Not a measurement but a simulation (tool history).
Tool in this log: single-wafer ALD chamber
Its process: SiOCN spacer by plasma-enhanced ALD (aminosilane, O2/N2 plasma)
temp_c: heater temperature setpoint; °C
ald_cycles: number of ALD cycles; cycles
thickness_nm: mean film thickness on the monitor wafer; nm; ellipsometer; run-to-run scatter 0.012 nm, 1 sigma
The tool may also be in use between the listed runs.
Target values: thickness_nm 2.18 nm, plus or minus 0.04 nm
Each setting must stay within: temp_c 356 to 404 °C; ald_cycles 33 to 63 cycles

run	day	temp_c	ald_cycles	thickness_nm
1	0	380	48	2.7731
2	0.338	380	45	2.565
3	0.65	380	43	2.4769
4	0.783	385	43	2.4794
5	0.838	385	41	2.3613
6	1.154	392	41	2.3508
7	1.525	392	40	2.3011
8	1.858	392	39	2.2406

Which single option among these 5 for the next run brings every result within its allowed miss of target? Just one does.
A	2.192	386	40	?
B	2.192	391	40	?
C	2.192	400	41	?
D	2.192	395	40	?
E	2.192	394	38	?

move	thickness_nm
A	2.2921
B	2.2921
C	2.2872
D	2.2706
E	2.1645
A: the biggest miss grows against the last run
B: the biggest miss grows against the last run
C: the biggest miss grows against the last run
D: the biggest miss grows against the last run
E: all results in spec
Answer: E
